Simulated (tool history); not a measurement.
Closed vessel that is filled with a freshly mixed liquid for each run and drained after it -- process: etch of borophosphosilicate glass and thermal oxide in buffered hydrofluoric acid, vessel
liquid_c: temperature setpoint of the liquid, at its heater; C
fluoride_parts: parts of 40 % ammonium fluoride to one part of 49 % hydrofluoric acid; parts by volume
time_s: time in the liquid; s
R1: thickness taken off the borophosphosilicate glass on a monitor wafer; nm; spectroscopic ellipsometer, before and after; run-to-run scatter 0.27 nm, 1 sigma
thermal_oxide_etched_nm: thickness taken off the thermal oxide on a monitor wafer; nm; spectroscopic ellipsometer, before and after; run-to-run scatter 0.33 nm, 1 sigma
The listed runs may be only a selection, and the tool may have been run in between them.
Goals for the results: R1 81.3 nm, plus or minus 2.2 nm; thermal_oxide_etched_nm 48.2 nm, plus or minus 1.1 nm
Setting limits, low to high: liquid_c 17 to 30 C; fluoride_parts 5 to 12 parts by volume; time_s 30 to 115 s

{"run": 1, "day": 0.0, "liquid_c": 22, "fluoride_parts": 7, "time_s": 60, "R1": 150.03, "thermal_oxide_etched_nm": 89.108}
{"run": 2, "day": 0.254, "liquid_c": 22, "fluoride_parts": 5, "time_s": 60, "R1": 201.8, "thermal_oxide_etched_nm": 118.71}
{"run": 3, "day": 0.296, "liquid_c": 18.5, "fluoride_parts": 5, "time_s": 60, "R1": 166.93, "thermal_oxide_etched_nm": 98.184}
{"run": 4, "day": 0.65, "liquid_c": 18.5, "fluoride_parts": 5, "time_s": 75, "R1": 208.95, "thermal_oxide_etched_nm": 121.6}
{"run": 5, "day": 0.771, "liquid_c": 18, "fluoride_parts": 6.5, "time_s": 75, "R1": 160.55, "thermal_oxide_etched_nm": 95.311}
{"run": 6, "day": 0.792, "liquid_c": 18, "fluoride_parts": 6.5, "time_s": 95, "R1": 203.01, "thermal_oxide_etched_nm": 120.12}
{"run": 7, "day": 0.829, "liquid_c": 18, "fluoride_parts": 8, "time_s": 95, "R1": 164.95, "thermal_oxide_etched_nm": 97.564}
{"run": 8, "day": 0.879, "liquid_c": 18, "fluoride_parts": 8, "time_s": 95, "R1": 163.94, "thermal_oxide_etched_nm": 97.057}
{"run": 9, "day": 1.088, "liquid_c": 18, "fluoride_parts": 9, "time_s": 95, "R1": 145.12, "thermal_oxide_etched_nm": 85.667}
{"run": 10, "day": 1.112, "liquid_c": 18, "fluoride_parts": 9.5, "time_s": 95, "R1": 139.71, "thermal_oxide_etched_nm": 83.178}
{"run": 11, "day": 1.462, "liquid_c": 18, "fluoride_parts": 10, "time_s": 90, "R1": 128.24, "thermal_oxide_etched_nm": 76.688}
{"run": 12, "day": 1.671, "liquid_c": 17, "fluoride_parts": 12, "time_s": 70, "R1": 78.826, "thermal_oxide_etched_nm": 46.613}

Consider the 4 candidate settings below. Which is the only one whose results all fall within their allowed miss of target?
{"run": "A", "day": 1.879, "liquid_c": 18, "fluoride_parts": 11.5, "time_s": 60, "R1": "?", "thermal_oxide_etched_nm": "?"}
{"run": "B", "day": 1.879, "liquid_c": 18.5, "fluoride_parts": 10, "time_s": 55, "R1": "?", "thermal_oxide_etched_nm": "?"}
{"run": "C", "day": 1.879, "liquid_c": 17.5, "fluoride_parts": 12, "time_s": 65, "R1": "?", "thermal_oxide_etched_nm": "?"}
{"run": "D", "day": 1.879, "liquid_c": 17, "fluoride_parts": 5, "time_s": 30, "R1": "?", "thermal_oxide_etched_nm": "?"}

move=A R1=74.385 thermal_oxide_etched_nm=44.412
move=B R1=80.453 thermal_oxide_etched_nm=47.997
move=C R1=75.137 thermal_oxide_etched_nm=44.857
move=D R1=76.609 thermal_oxide_etched_nm=45.012
A: its largest miss is bigger than the last run's
B: every result within its allowed miss
C: its largest miss is bigger than the last run's
D: its largest miss is bigger than the last run's
The right move is B.

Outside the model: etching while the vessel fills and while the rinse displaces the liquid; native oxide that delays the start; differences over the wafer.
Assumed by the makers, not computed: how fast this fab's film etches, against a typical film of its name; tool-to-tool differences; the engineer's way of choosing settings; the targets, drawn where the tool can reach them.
